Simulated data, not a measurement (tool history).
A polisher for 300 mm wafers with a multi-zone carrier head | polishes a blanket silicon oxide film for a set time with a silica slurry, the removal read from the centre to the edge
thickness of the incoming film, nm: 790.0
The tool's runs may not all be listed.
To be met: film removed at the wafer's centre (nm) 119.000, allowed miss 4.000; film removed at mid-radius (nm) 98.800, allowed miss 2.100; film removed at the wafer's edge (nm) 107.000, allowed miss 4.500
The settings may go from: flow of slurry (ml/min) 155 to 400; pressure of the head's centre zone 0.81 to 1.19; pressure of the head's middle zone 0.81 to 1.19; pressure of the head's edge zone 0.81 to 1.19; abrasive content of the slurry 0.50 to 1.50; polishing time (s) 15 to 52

| run | hour | flow of slurry (ml/min) | pressure of the head's centre zone | pressure of the head's middle zone | pressure of the head's edge zone | abrasive content of the slurry | polishing time (s) | film removed at the wafer's centre (nm) | film removed at mid-radius (nm) | film removed at the wafer's edge (nm) |
|---|---|---|---|---|---|---|---|---|---|---|
| 1 | 0.0 | 255 | 1.00 | 1.00 | 1.00 | 1.00 | 33 | 80.634 | 81.653 | 79.981 |
| 2 | 1.6 | 255 | 1.05 | 1.00 | 1.00 | 1.00 | 33 | 82.189 | 81.003 | 79.519 |
| 3 | 4.9 | 270 | 1.08 | 0.99 | 1.01 | 1.10 | 33 | 88.100 | 85.260 | 82.274 |
| 4 | 9.5 | 270 | 1.08 | 0.99 | 0.93 | 1.10 | 33 | 87.239 | 83.323 | 80.641 |
| 5 | 13.1 | 270 | 1.08 | 0.91 | 0.93 | 1.10 | 33 | 88.788 | 77.932 | 78.852 |
| 6 | 16.4 | 270 | 1.08 | 0.91 | 0.93 | 1.00 | 33 | 85.725 | 76.836 | 77.011 |
| 7 | 20.6 | 315 | 1.16 | 1.00 | 1.03 | 1.25 | 35 | 103.940 | 94.994 | 94.832 |
| 8 | 24.1 | 315 | 1.17 | 0.98 | 1.03 | 1.30 | 35 | 107.690 | 95.224 | 94.987 |
| 9 | 31.7 | 360 | 1.19 | 0.94 | 1.13 | 1.45 | 35 | 110.920 | 96.696 | 106.970 |
| 10 | 39.4 | 360 | 1.19 | 0.93 | 1.11 | 1.45 | 35 | 115.710 | 95.499 | 102.340 |

Which of these 5 next moves meets every target?
| A | 47.1 | 305 | 1.17 | 0.90 | 1.03 | 1.35 | 39 | ? | ? | ? |
| B | 47.1 | 345 | 1.19 | 0.85 | 1.12 | 1.40 | 40 | ? | ? | ? |
| C | 47.1 | 345 | 1.12 | 1.01 | 1.13 | 1.40 | 36 | ? | ? | ? |
| D | 47.1 | 260 | 1.17 | 0.89 | 1.19 | 1.45 | 39 | ? | ? | ? |
| E | 47.1 | 335 | 1.18 | 0.84 | 1.19 | 1.40 | 38 | ? | ? | ? |

| move | film removed at the wafer's centre (nm) | film removed at mid-radius (nm) | film removed at the wafer's edge (nm) |
|---|---|---|---|
| A | 120.200 | 99.159 | 105.830 |
| B | 127.940 | 99.241 | 115.590 |
| C | 109.950 | 103.160 | 104.280 |
| D | 120.600 | 98.735 | 114.960 |
| E | 120.390 | 93.120 | 113.100 |
A: meets every target
B: brings the result that was furthest off to its target, and leaves another outside
C: takes the result that was furthest off past its target
D: brings the result that was furthest off to its target, and leaves another outside
E: further off than the last run
Answer: A
